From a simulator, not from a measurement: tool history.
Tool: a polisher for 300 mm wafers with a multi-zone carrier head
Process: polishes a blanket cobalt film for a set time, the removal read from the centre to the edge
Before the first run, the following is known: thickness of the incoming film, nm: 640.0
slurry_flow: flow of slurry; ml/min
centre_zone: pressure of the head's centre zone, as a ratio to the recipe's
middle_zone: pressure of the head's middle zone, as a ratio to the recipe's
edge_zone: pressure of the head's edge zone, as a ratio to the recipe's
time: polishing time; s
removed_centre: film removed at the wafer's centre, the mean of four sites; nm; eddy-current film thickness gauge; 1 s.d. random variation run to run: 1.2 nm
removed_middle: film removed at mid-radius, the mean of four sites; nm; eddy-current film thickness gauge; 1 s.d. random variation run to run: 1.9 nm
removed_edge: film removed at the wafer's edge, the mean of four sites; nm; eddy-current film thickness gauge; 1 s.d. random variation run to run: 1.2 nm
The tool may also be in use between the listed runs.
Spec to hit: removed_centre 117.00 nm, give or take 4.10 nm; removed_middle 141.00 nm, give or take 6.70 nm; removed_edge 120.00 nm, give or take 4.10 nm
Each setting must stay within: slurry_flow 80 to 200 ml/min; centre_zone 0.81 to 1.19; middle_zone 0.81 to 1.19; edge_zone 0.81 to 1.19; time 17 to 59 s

Run 1, hour 0.0: slurry_flow 130 ml/min, centre_zone 1.00, middle_zone 1.00, edge_zone 1.00, time 38 s. Result: removed_centre 228.69 nm, removed_middle 212.49 nm, removed_edge 217.25 nm.
Run 2, hour 5.9: slurry_flow 130 ml/min, centre_zone 0.94, middle_zone 1.00, edge_zone 1.00, time 38 s. Result: removed_centre 215.98 nm, removed_middle 206.99 nm, removed_edge 213.35 nm.
Run 3, hour 10.9: slurry_flow 125 ml/min, centre_zone 0.92, middle_zone 1.03, edge_zone 0.97, time 35 s. Result: removed_centre 197.08 nm, removed_middle 200.56 nm, removed_edge 191.02 nm.
Run 4, hour 18.5: slurry_flow 125 ml/min, centre_zone 0.92, middle_zone 1.00, edge_zone 0.97, time 35 s. Result: removed_centre 193.86 nm, removed_middle 195.27 nm, removed_edge 192.30 nm.
Run 5, hour 24.3: slurry_flow 120 ml/min, centre_zone 0.90, middle_zone 1.00, edge_zone 0.95, time 33 s. Result: removed_centre 178.29 nm, removed_middle 181.24 nm, removed_edge 173.70 nm.
Run 6, hour 27.8: slurry_flow 120 ml/min, centre_zone 0.90, middle_zone 1.00, edge_zone 0.95, time 27 s. Result: removed_centre 145.17 nm, removed_middle 147.96 nm, removed_edge 146.26 nm.
Run 7, hour 34.1: slurry_flow 115 ml/min, centre_zone 0.88, middle_zone 1.01, edge_zone 0.94, time 26 s. Result: removed_centre 135.22 nm, removed_middle 142.67 nm, removed_edge 137.49 nm.
Run 8, hour 42.9: slurry_flow 110 ml/min, centre_zone 0.87, middle_zone 1.02, edge_zone 0.93, time 26 s. Result: removed_centre 134.31 nm, removed_middle 141.36 nm, removed_edge 138.38 nm.
Run 9, hour 50.9: slurry_flow 110 ml/min, centre_zone 0.86, middle_zone 1.04, edge_zone 0.91, time 25 s. Result: removed_centre 126.69 nm, removed_middle 140.82 nm, removed_edge 130.93 nm.

Pick the move, out of 4, that brings all results within their allowed miss; only one does.
Run A, hour 58.9: slurry_flow 100 ml/min, centre_zone 0.81, middle_zone 1.05, edge_zone 0.93, time 26 s. Result: removed_centre ?, removed_middle ?, removed_edge ?.
Run B, hour 58.9: slurry_flow 115 ml/min, centre_zone 0.92, middle_zone 1.05, edge_zone 0.81, time 24 s. Result: removed_centre ?, removed_middle ?, removed_edge ?.
Run C, hour 58.9: slurry_flow 110 ml/min, centre_zone 0.82, middle_zone 1.08, edge_zone 0.81, time 24 s. Result: removed_centre ?, removed_middle ?, removed_edge ?.
Run D, hour 58.9: slurry_flow 100 ml/min, centre_zone 0.81, middle_zone 1.09, edge_zone 1.01, time 23 s. Result: removed_centre ?, removed_middle ?, removed_edge ?.

move  removed_centre  removed_middle  removed_edge
   A          119.37          145.97        134.82
   B          128.93          138.20        119.03
   C          113.87          140.23        118.33
   D          105.62          132.95        123.98
A: the biggest miss grows against the last run
B: the furthest-off result lands on target, but another misses its tolerance
C: every result lands within tolerance
D: the furthest-off result lands on target, but another misses its tolerance
Correct choice: C, which meets every target
